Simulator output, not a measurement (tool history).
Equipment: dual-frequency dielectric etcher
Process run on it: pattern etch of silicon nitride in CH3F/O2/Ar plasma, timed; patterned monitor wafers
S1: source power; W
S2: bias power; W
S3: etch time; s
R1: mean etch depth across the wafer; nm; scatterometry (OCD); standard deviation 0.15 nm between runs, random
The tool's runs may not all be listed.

run,hour,S1,S2,S3,R1
1,0.0,460,85,89.5,69.830
2,1.6,430,83,89.5,66.580
3,8.2,430,69,89.5,63.137
4,9.1,510,69,89.5,70.073
5,12.8,510,69,93.5,73.226
6,18.7,480,68,93.5,70.563
7,21.4,450,67,93.5,67.554
8,29.1,350,62,93.0,55.615

What will run 9 give?
9,37.1,360,62,93.0,?

R1: 56.870 nm
